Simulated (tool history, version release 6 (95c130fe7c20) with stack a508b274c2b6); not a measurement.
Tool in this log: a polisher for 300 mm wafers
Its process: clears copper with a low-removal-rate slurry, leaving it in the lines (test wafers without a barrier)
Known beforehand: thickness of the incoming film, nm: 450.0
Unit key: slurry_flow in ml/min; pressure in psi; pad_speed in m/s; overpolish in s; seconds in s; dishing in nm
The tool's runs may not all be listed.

| run | hour | slurry_flow | pressure | pad_speed | slurry_solids | overpolish | seconds | dishing |
|---|---|---|---|---|---|---|---|---|
| 1 | 0 | 285 | 4.1 | 1.04 | 1 | 27 | 99.562 | 70.896 |
| 2 | 4.7 | 285 | 4.6 | 1.04 | 1 | 29 | 89.326 | 78.549 |
| 3 | 12.3 | 335 | 4.6 | 1.04 | 1 | 29 | 89.429 | 79.441 |
| 4 | 17.6 | 335 | 5 | 1.04 | 1 | 31 | 80.989 | 87.609 |
| 5 | 21.6 | 335 | 5.4 | 1.04 | 1 | 31 | 77.439 | 95.564 |
| 6 | 27.3 | 285 | 5.4 | 1.04 | 1 | 31 | 80.033 | 92.041 |
| 7 | 35.4 | 290 | 5.7 | 1.04 | 1 | 32 | 73.324 | 100.11 |
| 8 | 43.8 | 290 | 5.8 | 1.04 | 1 | 33 | 72.819 | 98.91 |

For run 9, what comes out?
| 9 | 44.6 | 295 | 5.9 | 1.04 | 1 | 35 | ? | ? |

Logged for run 9: seconds 70.618 s, dishing 104.09 nm.
